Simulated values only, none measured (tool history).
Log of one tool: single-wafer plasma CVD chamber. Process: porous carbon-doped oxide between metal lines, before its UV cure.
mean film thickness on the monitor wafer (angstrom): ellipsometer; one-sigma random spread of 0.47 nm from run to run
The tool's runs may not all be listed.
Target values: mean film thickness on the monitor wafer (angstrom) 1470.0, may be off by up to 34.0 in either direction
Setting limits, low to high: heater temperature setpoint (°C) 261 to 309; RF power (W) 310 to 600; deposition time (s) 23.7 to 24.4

| run | hour | heater temperature setpoint (°C) | RF power (W) | deposition time (s) | mean film thickness on the monitor wafer (angstrom) |
|---|---|---|---|---|---|
| 1 | 0.0 | 285 | 455 | 23.7 | 1309.9 |
| 2 | 3.1 | 283 | 460 | 23.7 | 1347.7 |
| 3 | 5.8 | 283 | 435 | 23.7 | 1287.7 |
| 4 | 10.5 | 280 | 440 | 23.7 | 1329.1 |
| 5 | 17.0 | 276 | 440 | 23.7 | 1353.8 |
| 6 | 19.0 | 274 | 440 | 23.7 | 1376.2 |
| 7 | 22.3 | 273 | 440 | 23.7 | 1381.1 |
| 8 | 29.4 | 272 | 440 | 23.7 | 1376.9 |
| 9 | 37.2 | 272 | 440 | 23.7 | 1384.4 |
| 10 | 40.3 | 271 | 440 | 23.7 | 1389.6 |

Which of these 4 next moves meets every target?
| A | 43.4 | 271 | 420 | 23.7 | ? |
| B | 43.4 | 273 | 385 | 23.7 | ? |
| C | 43.4 | 263 | 365 | 23.7 | ? |
| D | 43.4 | 269 | 450 | 24.3 | ? |

| move | mean film thickness on the monitor wafer (angstrom) |
|---|---|
| A | 1358.7 |
| B | 1272.5 |
| C | 1305.1 |
| D | 1470.8 |
A: lands further from the targets than the last run did
B: lands further from the targets than the last run did
C: lands further from the targets than the last run did
D: in spec on every target
D meets every target.
